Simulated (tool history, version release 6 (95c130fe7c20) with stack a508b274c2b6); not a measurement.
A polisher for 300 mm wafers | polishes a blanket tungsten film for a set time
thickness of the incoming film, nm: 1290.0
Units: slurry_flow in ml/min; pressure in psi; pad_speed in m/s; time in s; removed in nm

run	hour	slurry_flow	pressure	pad_speed	slurry_solids	time	removed
1	0	125	3	1.2	1	95	322.06
2	7.2	130	3.1	1.2	1	95	331.98
3	12.3	130	3.1	1.3	1	95	358.8
4	20.9	110	3.1	1.3	1	95	340.38
5	21.8	130	3.1	1.3	1	95	359.19
6	29.8	130	3.1	1.3	1.15	95	366.44
7	38.4	135	3.2	1.3	1.15	95	385.41
8	45.6	140	3.2	1.3	1.15	95	379.2
9	53	145	3.3	1.3	1.15	95	396.57
10	53.7	145	3.3	1.3	1.15	95	401.03

Forecast run 11:
11	59.9	150	3.3	1.3	1.15	95	?

Run 11 gave removed 395.09 nm.
